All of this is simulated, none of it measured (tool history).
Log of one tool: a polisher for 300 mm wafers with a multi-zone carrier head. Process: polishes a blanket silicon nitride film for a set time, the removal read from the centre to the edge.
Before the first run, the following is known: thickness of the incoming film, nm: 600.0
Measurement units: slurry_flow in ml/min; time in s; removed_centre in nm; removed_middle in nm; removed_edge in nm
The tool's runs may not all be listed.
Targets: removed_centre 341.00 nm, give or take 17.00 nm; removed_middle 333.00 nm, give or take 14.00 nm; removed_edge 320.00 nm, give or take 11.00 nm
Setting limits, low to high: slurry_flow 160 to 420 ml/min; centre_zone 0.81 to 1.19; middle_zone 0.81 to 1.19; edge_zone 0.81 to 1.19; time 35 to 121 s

| run | hour | slurry_flow | centre_zone | middle_zone | edge_zone | time | removed_centre | removed_middle | removed_edge |
|---|---|---|---|---|---|---|---|---|---|
| 1 | 0.0 | 270 | 1.00 | 1.00 | 1.00 | 78 | 203.98 | 208.36 | 209.39 |
| 2 | 2.4 | 270 | 1.00 | 1.00 | 0.97 | 78 | 208.65 | 208.44 | 205.65 |
| 3 | 4.3 | 270 | 1.06 | 1.00 | 0.97 | 78 | 214.69 | 204.09 | 206.92 |
| 4 | 5.9 | 270 | 1.06 | 0.96 | 0.97 | 78 | 218.24 | 200.22 | 203.17 |
| 5 | 13.7 | 270 | 1.06 | 0.88 | 0.97 | 78 | 214.80 | 188.28 | 204.18 |
| 6 | 14.7 | 270 | 1.09 | 0.88 | 0.97 | 78 | 228.12 | 189.20 | 207.91 |
| 7 | 22.3 | 275 | 1.09 | 0.92 | 0.98 | 82 | 237.34 | 202.70 | 220.49 |
| 8 | 23.1 | 305 | 1.12 | 1.02 | 0.96 | 104 | 321.84 | 280.46 | 270.49 |
| 9 | 25.5 | 305 | 1.11 | 1.03 | 0.98 | 105 | 312.12 | 298.05 | 278.45 |
| 10 | 30.7 | 320 | 1.17 | 1.02 | 1.08 | 111 | 346.61 | 304.59 | 307.55 |

Which one of the following 5 next-run settings gets every result inside its allowed miss? There is exactly one.
| A | 35.9 | 330 | 1.16 | 0.92 | 1.14 | 115 | ? | ? | ? |
| B | 35.9 | 335 | 1.19 | 0.92 | 1.14 | 110 | ? | ? | ? |
| C | 35.9 | 320 | 1.15 | 0.98 | 1.12 | 111 | ? | ? | ? |
| D | 35.9 | 240 | 1.10 | 1.07 | 1.04 | 119 | ? | ? | ? |
| E | 35.9 | 245 | 1.17 | 1.07 | 1.05 | 112 | ? | ? | ? |

| move | removed_centre | removed_middle | removed_edge |
|---|---|---|---|
| A | 350.62 | 292.36 | 326.15 |
| B | 344.60 | 279.98 | 312.29 |
| C | 334.61 | 296.73 | 311.59 |
| D | 331.97 | 332.69 | 316.50 |
| E | 333.37 | 313.77 | 299.57 |
A: moves away from the targets compared with the last run
B: moves away from the targets compared with the last run
C: moves away from the targets compared with the last run
D: meets every target
E: moves toward the targets from the last run without getting all of them in spec
D is the move that brings every result within its allowed miss.

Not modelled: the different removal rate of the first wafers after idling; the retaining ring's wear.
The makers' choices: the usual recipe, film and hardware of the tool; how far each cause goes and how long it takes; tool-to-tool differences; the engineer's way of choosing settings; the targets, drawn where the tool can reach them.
